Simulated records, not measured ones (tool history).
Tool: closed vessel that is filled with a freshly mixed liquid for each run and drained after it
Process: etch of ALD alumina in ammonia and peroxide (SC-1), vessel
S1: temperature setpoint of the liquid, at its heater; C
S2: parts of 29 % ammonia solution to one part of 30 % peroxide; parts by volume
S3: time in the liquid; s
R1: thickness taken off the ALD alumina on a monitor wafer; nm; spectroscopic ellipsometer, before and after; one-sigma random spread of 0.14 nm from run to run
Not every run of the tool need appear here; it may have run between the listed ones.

run,hour,S1,S2,S3,R1
1,0.0,58.0,0.7,305,16.705
2,1.1,57.5,0.7,305,16.074
3,7.5,57.0,0.7,305,15.687
4,14.2,57.0,0.5,305,15.237
5,19.9,61.0,0.5,305,18.625
6,23.9,60.0,0.5,305,18.130
7,30.1,59.0,0.5,305,16.913

For run 8, what comes out?
8,34.6,58.5,0.5,305,?

For run 8 the tool returned R1 16.489 nm.
